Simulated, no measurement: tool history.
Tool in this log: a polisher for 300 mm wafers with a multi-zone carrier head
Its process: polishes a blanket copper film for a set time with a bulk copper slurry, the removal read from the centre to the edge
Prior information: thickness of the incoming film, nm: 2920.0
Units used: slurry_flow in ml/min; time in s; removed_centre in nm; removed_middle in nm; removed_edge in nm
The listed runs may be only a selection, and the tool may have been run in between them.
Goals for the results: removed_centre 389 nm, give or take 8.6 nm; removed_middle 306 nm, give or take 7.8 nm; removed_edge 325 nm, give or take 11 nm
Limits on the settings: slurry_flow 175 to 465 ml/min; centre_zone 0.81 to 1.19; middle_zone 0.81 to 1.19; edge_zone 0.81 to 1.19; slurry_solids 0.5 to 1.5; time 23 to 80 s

Run 1, hour 0: slurry_flow 295 ml/min, centre_zone 1, middle_zone 1, edge_zone 1, slurry_solids 1, time 51 s. Result: removed_centre 494.26 nm, removed_middle 531.38 nm, removed_edge 513.44 nm.
Run 2, hour 4.8: slurry_flow 225 ml/min, centre_zone 1, middle_zone 1, edge_zone 1, slurry_solids 1, time 51 s. Result: removed_centre 491.58 nm, removed_middle 520.33 nm, removed_edge 512.84 nm.
Run 3, hour 9.7: slurry_flow 225 ml/min, centre_zone 1, middle_zone 0.92, edge_zone 1, slurry_solids 1, time 51 s. Result: removed_centre 481.99 nm, removed_middle 485.35 nm, removed_edge 502.29 nm.
Run 4, hour 11.2: slurry_flow 220 ml/min, centre_zone 1.05, middle_zone 0.89, edge_zone 0.97, slurry_solids 0.85, time 47 s. Result: removed_centre 459.95 nm, removed_middle 420.08 nm, removed_edge 457 nm.
Run 5, hour 13.3: slurry_flow 245 ml/min, centre_zone 1.09, middle_zone 0.9, edge_zone 0.92, slurry_solids 0.75, time 43 s. Result: removed_centre 433.95 nm, removed_middle 385.53 nm, removed_edge 399.76 nm.
Run 6, hour 16.6: slurry_flow 275 ml/min, centre_zone 1.09, middle_zone 0.9, edge_zone 0.92, slurry_solids 0.75, time 43 s. Result: removed_centre 441.01 nm, removed_middle 393.81 nm, removed_edge 399.79 nm.
At hour 17.4: centre zone pressure recalibrated.
Run 7, hour 17.4: slurry_flow 245 ml/min, centre_zone 1.14, middle_zone 0.81, edge_zone 0.82, slurry_solids 0.5, time 37 s. Result: removed_centre 405.56 nm, removed_middle 290.82 nm, removed_edge 320.4 nm.
Run 8, hour 20.3: slurry_flow 245 ml/min, centre_zone 1.13, middle_zone 0.82, edge_zone 0.82, slurry_solids 0.5, time 37 s. Result: removed_centre 403.71 nm, removed_middle 292.75 nm, removed_edge 313.77 nm.
Run 9, hour 25.3: slurry_flow 245 ml/min, centre_zone 1.12, middle_zone 0.83, edge_zone 0.83, slurry_solids 0.5, time 37 s. Result: removed_centre 396.88 nm, removed_middle 296.12 nm, removed_edge 320.09 nm.
Run 10, hour 31.3: slurry_flow 250 ml/min, centre_zone 1.11, middle_zone 0.84, edge_zone 0.84, slurry_solids 0.5, time 37 s. Result: removed_centre 396.89 nm, removed_middle 304.39 nm, removed_edge 318.9 nm.
Run 11, hour 34.1: slurry_flow 250 ml/min, centre_zone 1.11, middle_zone 0.84, edge_zone 0.84, slurry_solids 0.5, time 37 s. Result: removed_centre 396.9 nm, removed_middle 299.18 nm, removed_edge 319.55 nm.

Pick the move, out of 5, that brings all results within their allowed miss; only one does.
Run A, hour 36.9: slurry_flow 355 ml/min, centre_zone 1.06, middle_zone 0.84, edge_zone 0.84, slurry_solids 0.5, time 37 s. Result: removed_centre ?, removed_middle ?, removed_edge ?.
Run B, hour 36.9: slurry_flow 300 ml/min, centre_zone 1.17, middle_zone 0.89, edge_zone 0.81, slurry_solids 0.5, time 36 s. Result: removed_centre ?, removed_middle ?, removed_edge ?.
Run C, hour 36.9: slurry_flow 290 ml/min, centre_zone 1.16, middle_zone 0.87, edge_zone 0.81, slurry_solids 0.5, time 34 s. Result: removed_centre ?, removed_middle ?, removed_edge ?.
Run D, hour 36.9: slurry_flow 205 ml/min, centre_zone 1.06, middle_zone 0.92, edge_zone 0.88, slurry_solids 0.5, time 38 s. Result: removed_centre ?, removed_middle ?, removed_edge ?.
Run E, hour 36.9: slurry_flow 175 ml/min, centre_zone 1.15, middle_zone 0.83, edge_zone 0.94, slurry_solids 0.6, time 37 s. Result: removed_centre ?, removed_middle ?, removed_edge ?.

move  removed_centre  removed_middle  removed_edge
   A          390.89          308.06        332.93
   B          414.85          310.55        316.87
   C          387.32          287.15        298.79
   D          383.67          327.27        336.47
   E          407.42          294.56        339.42
A: meets every target
B: lands further from the targets than the last run did
C: meets the target for the result that was furthest off, but another lies outside its allowed miss
D: meets the target for the result that was furthest off, but another lies outside its allowed miss
E: lands further from the targets than the last run did
Correct choice: A, which meets every target
